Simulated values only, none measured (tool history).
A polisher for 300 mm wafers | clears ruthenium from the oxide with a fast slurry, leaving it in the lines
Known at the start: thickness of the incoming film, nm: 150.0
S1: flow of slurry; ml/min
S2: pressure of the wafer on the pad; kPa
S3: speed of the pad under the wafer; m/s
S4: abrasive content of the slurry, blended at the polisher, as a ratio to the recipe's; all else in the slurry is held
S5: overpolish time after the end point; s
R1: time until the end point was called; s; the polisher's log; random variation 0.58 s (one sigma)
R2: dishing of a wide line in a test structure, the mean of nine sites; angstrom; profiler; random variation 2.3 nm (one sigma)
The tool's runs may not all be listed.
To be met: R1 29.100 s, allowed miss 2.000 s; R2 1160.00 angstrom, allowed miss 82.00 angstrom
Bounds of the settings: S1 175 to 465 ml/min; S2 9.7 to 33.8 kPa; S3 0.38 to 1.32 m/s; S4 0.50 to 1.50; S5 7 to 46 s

run  hour   S1    S2    S3    S4  S5      R1       R2
  1   0.0  295  21.4  0.84  1.00  24  41.115   760.30
  2   3.0  295  23.4  0.86  1.00  26  38.579   853.48
  3  10.7  295  26.2  0.88  1.00  27  35.184   929.80
  4  14.0  295  26.2  0.66  1.00  27  45.072   771.03
  5  18.9  295  26.2  0.66  1.15  27  42.613   809.39
  6  24.3  295  28.3  0.72  1.15  28  36.657   896.37
  7  26.1  295  29.6  0.74  1.15  29  34.065   962.55
  8  27.2  295  31.0  0.76  1.15  30  32.346  1031.60
  9  33.6  295  31.7  0.78  1.15  31  32.760  1075.10

Which of these 5 next moves meets every target?
  A  40.0  255  33.8  0.86  1.10  26   ?   ?
  B  40.0  365  29.6  0.78  0.90  29   ?   ?
  C  40.0  295  30.3  0.72  1.10  41   ?   ?
  D  40.0  360  33.8  0.68  1.15  38   ?   ?
  E  40.0  260  33.8  0.80  1.25  32   ?   ?

move      R1       R2
   A  28.221  1011.90
   B  35.360   934.69
   C  35.387  1169.60
   D  33.551  1153.80
   E  28.787  1140.80
A: brings the result that was furthest off to its target, and leaves another outside
B: further off than the last run
C: further off than the last run
D: further off than the last run
E: meets every target
The right move is E.

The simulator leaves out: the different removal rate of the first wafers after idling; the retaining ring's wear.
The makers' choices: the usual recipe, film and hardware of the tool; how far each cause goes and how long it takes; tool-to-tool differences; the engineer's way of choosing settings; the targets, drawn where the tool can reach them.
